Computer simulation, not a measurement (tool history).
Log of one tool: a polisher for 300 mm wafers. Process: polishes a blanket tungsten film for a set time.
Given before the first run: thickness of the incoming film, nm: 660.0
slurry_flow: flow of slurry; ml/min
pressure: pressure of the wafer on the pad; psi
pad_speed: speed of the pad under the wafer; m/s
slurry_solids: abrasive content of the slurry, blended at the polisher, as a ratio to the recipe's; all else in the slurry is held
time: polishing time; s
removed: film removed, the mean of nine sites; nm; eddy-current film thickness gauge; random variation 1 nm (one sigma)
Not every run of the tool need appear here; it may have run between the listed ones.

| run | day | slurry_flow | pressure | pad_speed | slurry_solids | time | removed |
|---|---|---|---|---|---|---|---|
| 1 | 0 | 145 | 2.8 | 1.38 | 1 | 32 | 128.99 |
| 2 | 0.029 | 140 | 2.6 | 1.38 | 1 | 32 | 121.43 |
| 3 | 0.312 | 140 | 2.6 | 1.38 | 1 | 28 | 107.07 |
| 4 | 0.358 | 135 | 2.5 | 1.38 | 1 | 28 | 103.12 |
| 5 | 0.588 | 135 | 2.5 | 1.38 | 1.2 | 28 | 111.58 |
| 6 | 0.779 | 135 | 2.5 | 1.38 | 1.2 | 32 | 126.19 |
| 7 | 0.804 | 135 | 2.3 | 1.38 | 1.2 | 32 | 120.21 |
| 8 | 1.104 | 130 | 2.1 | 1.38 | 1.2 | 32 | 112.96 |
| 9 | 1.242 | 130 | 1.9 | 1.38 | 1.2 | 32 | 107.21 |

Run 10 is up next; what results do you expect?
| 10 | 1.408 | 125 | 1.8 | 1.38 | 1.2 | 32 | ? |

{"run 10": {"removed": 105.4}}
